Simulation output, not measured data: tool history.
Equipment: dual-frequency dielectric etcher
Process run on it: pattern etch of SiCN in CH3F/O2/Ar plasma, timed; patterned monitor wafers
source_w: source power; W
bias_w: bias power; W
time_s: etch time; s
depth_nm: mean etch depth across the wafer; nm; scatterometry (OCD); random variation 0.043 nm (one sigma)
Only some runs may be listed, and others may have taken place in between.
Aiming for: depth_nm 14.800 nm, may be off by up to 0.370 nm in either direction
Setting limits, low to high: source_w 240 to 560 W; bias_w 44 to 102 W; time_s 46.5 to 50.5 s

run,hour,source_w,bias_w,time_s,depth_nm
1,0.0,400,73,50.5,18.537
2,6.3,340,73,50.5,17.678
3,9.8,320,67,49.5,16.367
4,13.4,300,65,49.5,15.919
5,20.9,300,65,50.5,16.269
6,25.7,300,75,50.5,17.331
7,26.5,290,70,50.0,16.359
8,34.7,290,70,50.0,16.504
9,39.0,280,66,49.5,15.758
# hour 41.9: source power generator calibrated
10,41.9,270,64,49.5,15.208

Exercise: of the 4 proposed moves below, exactly one satisfies all targets within the stated allowed misses. Which move is it?
A,44.8,260,74,48.5,?
B,44.8,260,69,46.5,?
C,44.8,370,44,48.0,?
D,44.8,310,69,48.0,?

move,depth_nm
A,15.848
B,14.725
C,13.743
D,15.935
A: further off than the last run
B: all results land within tolerance of their targets
C: takes the biggest miss from the last run beyond its target
D: further off than the last run
Go with B: it meets all targets.
